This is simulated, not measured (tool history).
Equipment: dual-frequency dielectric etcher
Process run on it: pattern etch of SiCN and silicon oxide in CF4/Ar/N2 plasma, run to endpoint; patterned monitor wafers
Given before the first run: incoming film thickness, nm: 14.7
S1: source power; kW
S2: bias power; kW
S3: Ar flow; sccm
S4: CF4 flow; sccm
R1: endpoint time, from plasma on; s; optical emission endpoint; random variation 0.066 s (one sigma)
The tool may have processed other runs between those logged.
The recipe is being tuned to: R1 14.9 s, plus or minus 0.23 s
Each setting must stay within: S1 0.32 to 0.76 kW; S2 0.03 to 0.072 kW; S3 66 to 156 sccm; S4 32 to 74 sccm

Run 1, hour 0: S1 0.54 kW, S2 0.051 kW, S3 111 sccm, S4 53 sccm. Result: R1 19.051 s.
Run 2, hour 1.8: S1 0.61 kW, S2 0.051 kW, S3 111 sccm, S4 53 sccm. Result: R1 17.036 s.
Run 3, hour 3: S1 0.61 kW, S2 0.043 kW, S3 111 sccm, S4 53 sccm. Result: R1 18.401 s.
Run 4, hour 5: S1 0.61 kW, S2 0.034 kW, S3 111 sccm, S4 53 sccm. Result: R1 20.727 s.
Run 5, hour 6.8: S1 0.61 kW, S2 0.034 kW, S3 104 sccm, S4 53 sccm. Result: R1 20.495 s.
Run 6, hour 15.2: S1 0.65 kW, S2 0.036 kW, S3 103 sccm, S4 53 sccm. Result: R1 18.593 s.
Run 7, hour 17.8: S1 0.68 kW, S2 0.037 kW, S3 103 sccm, S4 53 sccm. Result: R1 17.518 s.
Run 8, hour 18.4: S1 0.7 kW, S2 0.038 kW, S3 103 sccm, S4 53 sccm. Result: R1 16.868 s.
Run 9, hour 27.4: S1 0.76 kW, S2 0.043 kW, S3 101 sccm, S4 53 sccm. Result: R1 14.662 s.

5 next moves are on the table. One of them brings every result within its allowed miss. Which?
Run A, hour 36.4: S1 0.76 kW, S2 0.044 kW, S3 98 sccm, S4 56 sccm. Result: R1 ?.
Run B, hour 36.4: S1 0.74 kW, S2 0.04 kW, S3 75 sccm, S4 66 sccm. Result: R1 ?.
Run C, hour 36.4: S1 0.75 kW, S2 0.044 kW, S3 99 sccm, S4 50 sccm. Result: R1 ?.
Run D, hour 36.4: S1 0.74 kW, S2 0.045 kW, S3 89 sccm, S4 56 sccm. Result: R1 ?.
Run E, hour 36.4: S1 0.75 kW, S2 0.048 kW, S3 104 sccm, S4 51 sccm. Result: R1 ?.

move      R1
   A  14.324
   B  14.206
   C  14.935
   D  14.337
   E  14.384
A: lands further from the targets than the last run did
B: lands further from the targets than the last run did
C: meets every target
D: lands further from the targets than the last run did
E: lands further from the targets than the last run did
C is the move that brings every result within its allowed miss.
